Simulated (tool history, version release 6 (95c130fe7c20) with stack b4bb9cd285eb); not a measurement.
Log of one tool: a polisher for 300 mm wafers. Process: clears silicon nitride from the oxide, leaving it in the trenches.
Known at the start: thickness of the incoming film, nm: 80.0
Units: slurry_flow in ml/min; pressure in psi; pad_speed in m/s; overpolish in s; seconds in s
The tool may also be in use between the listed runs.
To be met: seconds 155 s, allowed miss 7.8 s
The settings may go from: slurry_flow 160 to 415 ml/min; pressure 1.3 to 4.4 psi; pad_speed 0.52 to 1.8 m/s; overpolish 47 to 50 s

run,hour,slurry_flow,pressure,pad_speed,overpolish,seconds
1,0,265,2.8,1.16,47,92.633
2,1.2,265,2.8,1.16,50,91.632
3,4.9,295,2.8,1.16,50,89.037
4,12.3,295,3.3,1.16,50,77.764
5,13.1,295,3.6,1.16,50,71.461
6,22.1,295,3.9,1.16,50,65.054
7,24.8,295,3.2,1.12,50,82.312
8,27.4,290,2.7,1.1,50,99.759
9,35.4,290,2.4,1.08,50,113.9
10,38.4,290,2.2,1.08,50,121.45
11,47.2,290,2,1.08,50,133.29
12,50.9,290,1.9,1.08,50,141.06

4 next moves are on the table. One of them brings every result within its allowed miss. Which?
A,54.6,270,1.7,1.26,50,?
B,54.6,335,2.3,1.06,47,?
C,54.6,375,1.6,1.16,50,?
D,54.6,315,1.9,0.86,48,?

move,seconds
A,135.81
B,117.76
C,151.33
D,173.99
A: further off than the last run
B: further off than the last run
C: meets every target
D: takes the result that was furthest off past its target
Move C is the one to make.

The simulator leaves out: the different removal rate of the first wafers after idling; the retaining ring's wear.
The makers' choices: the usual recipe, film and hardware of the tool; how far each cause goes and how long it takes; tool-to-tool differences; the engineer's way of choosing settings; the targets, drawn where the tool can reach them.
